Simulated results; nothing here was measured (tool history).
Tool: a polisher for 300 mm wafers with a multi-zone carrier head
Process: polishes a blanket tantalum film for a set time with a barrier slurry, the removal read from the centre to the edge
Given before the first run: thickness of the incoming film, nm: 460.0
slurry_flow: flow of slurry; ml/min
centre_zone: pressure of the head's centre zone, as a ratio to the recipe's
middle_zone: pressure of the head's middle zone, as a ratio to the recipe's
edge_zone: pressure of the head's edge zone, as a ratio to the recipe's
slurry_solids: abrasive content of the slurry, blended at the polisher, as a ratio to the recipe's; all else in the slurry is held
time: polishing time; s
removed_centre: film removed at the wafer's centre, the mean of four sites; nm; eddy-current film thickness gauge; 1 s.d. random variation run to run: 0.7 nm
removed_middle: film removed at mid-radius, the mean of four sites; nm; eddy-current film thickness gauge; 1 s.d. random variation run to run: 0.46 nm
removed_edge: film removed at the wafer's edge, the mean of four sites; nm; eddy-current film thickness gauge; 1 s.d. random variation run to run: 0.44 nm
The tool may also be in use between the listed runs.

{"run": 1, "hour": 0.0, "slurry_flow": 195, "centre_zone": 1.0, "middle_zone": 1.0, "edge_zone": 1.0, "slurry_solids": 1.0, "time": 39, "removed_centre": 59.495, "removed_middle": 61.99, "removed_edge": 59.894}
{"run": 2, "hour": 2.5, "slurry_flow": 240, "centre_zone": 1.0, "middle_zone": 1.0, "edge_zone": 1.0, "slurry_solids": 1.0, "time": 39, "removed_centre": 63.082, "removed_middle": 62.843, "removed_edge": 61.878}
{"run": 3, "hour": 8.5, "slurry_flow": 225, "centre_zone": 1.01, "middle_zone": 0.97, "edge_zone": 0.96, "slurry_solids": 0.95, "time": 39, "removed_centre": 60.815, "removed_middle": 59.887, "removed_edge": 58.606}
{"run": 4, "hour": 13.9, "slurry_flow": 215, "centre_zone": 1.02, "middle_zone": 0.95, "edge_zone": 0.92, "slurry_solids": 0.95, "time": 39, "removed_centre": 62.113, "removed_middle": 58.453, "removed_edge": 57.9}
{"run": 5, "hour": 16.5, "slurry_flow": 195, "centre_zone": 1.02, "middle_zone": 0.95, "edge_zone": 0.92, "slurry_solids": 0.95, "time": 39, "removed_centre": 61.729, "removed_middle": 56.784, "removed_edge": 56.687}
{"run": 6, "hour": 24.6, "slurry_flow": 195, "centre_zone": 1.02, "middle_zone": 0.87, "edge_zone": 0.92, "slurry_solids": 0.95, "time": 39, "removed_centre": 59.947, "removed_middle": 53.086, "removed_edge": 56.821}
{"run": 7, "hour": 33.3, "slurry_flow": 185, "centre_zone": 1.01, "middle_zone": 0.89, "edge_zone": 0.89, "slurry_solids": 0.9, "time": 39, "removed_centre": 58.493, "removed_middle": 52.792, "removed_edge": 53.605}
{"run": 8, "hour": 40.2, "slurry_flow": 175, "centre_zone": 1.0, "middle_zone": 0.89, "edge_zone": 0.88, "slurry_solids": 0.9, "time": 39, "removed_centre": 56.666, "removed_middle": 51.682, "removed_edge": 53.749}
{"run": 9, "hour": 42.0, "slurry_flow": 175, "centre_zone": 1.0, "middle_zone": 0.9, "edge_zone": 0.86, "slurry_solids": 0.9, "time": 39, "removed_centre": 56.834, "removed_middle": 51.422, "removed_edge": 52.479}
{"run": 10, "hour": 44.4, "slurry_flow": 175, "centre_zone": 1.0, "middle_zone": 0.91, "edge_zone": 0.85, "slurry_solids": 0.9, "time": 39, "removed_centre": 57.957, "removed_middle": 52.215, "removed_edge": 51.714}

For run 11, what comes out?
{"run": 11, "hour": 52.3, "slurry_flow": 170, "centre_zone": 0.99, "middle_zone": 0.92, "edge_zone": 0.85, "slurry_solids": 0.9, "time": 39, "removed_centre": "?", "removed_middle": "?", "removed_edge": "?"}

Run 11 measured removed_centre 56.804 nm, removed_middle 52.820 nm, removed_edge 52.780 nm.

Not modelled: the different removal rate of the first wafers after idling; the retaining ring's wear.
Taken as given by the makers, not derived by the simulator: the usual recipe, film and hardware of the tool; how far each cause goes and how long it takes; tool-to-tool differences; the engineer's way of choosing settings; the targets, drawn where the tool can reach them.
